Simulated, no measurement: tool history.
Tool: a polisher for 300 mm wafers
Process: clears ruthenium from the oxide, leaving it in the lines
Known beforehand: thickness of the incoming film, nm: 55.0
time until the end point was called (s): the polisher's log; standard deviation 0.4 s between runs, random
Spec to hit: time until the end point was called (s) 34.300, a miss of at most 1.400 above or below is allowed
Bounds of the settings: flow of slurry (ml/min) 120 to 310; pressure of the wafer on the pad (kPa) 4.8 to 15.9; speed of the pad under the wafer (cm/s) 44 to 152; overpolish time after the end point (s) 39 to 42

run  hour  flow of slurry (ml/min)  pressure of the wafer on the pad (kPa)  speed of the pad under the wafer (cm/s)  overpolish time after the end point (s)  time until the end point was called (s)
  1   0.0                      200                                    10.3                                       98                                       39                                   61.848
  2   5.4                      200                                    10.3                                       74                                       39                                   79.726
  3   7.5                      235                                    10.3                                       74                                       39                                   78.991
  4  10.3                      235                                    11.0                                       78                                       39                                   70.718
  5  18.8                      235                                    11.0                                       78                                       42                                   71.636
  6  19.7                      235                                    11.0                                       78                                       42                                   69.448
  7  20.6                      235                                    11.0                                       78                                       42                                   70.735
  8  25.7                      235                                    11.7                                       80                                       42                                   65.901
  9  33.7                      235                                    12.4                                       84                                       42                                   58.188
 10  37.4                      235                                    12.4                                       84                                       42                                   58.160
 11  38.2                      235                                    13.1                                       86                                       42                                   56.182

5 next moves are on the table. One of them brings every result within its allowed miss. Which?
  A  39.0                      290                                    14.5                                      122                                       42                                        ?
  B  39.0                      240                                    11.7                                       66                                       42                                        ?
  C  39.0                      205                                    14.5                                      116                                       42                                        ?
  D  39.0                      220                                    15.9                                       92                                       42                                        ?
  E  39.0                      255                                     9.7                                       58                                       40                                        ?

move  time until the end point was called (s)
   A                                   35.154
   B                                   79.280
   C                                   38.422
   D                                   43.726
   E                                  106.730
A: every result lands within tolerance
B: moves away from the targets compared with the last run
C: closer than the last run, but not yet in spec
D: closer than the last run, but not yet in spec
E: moves away from the targets compared with the last run
A is the move that brings every result within its allowed miss.
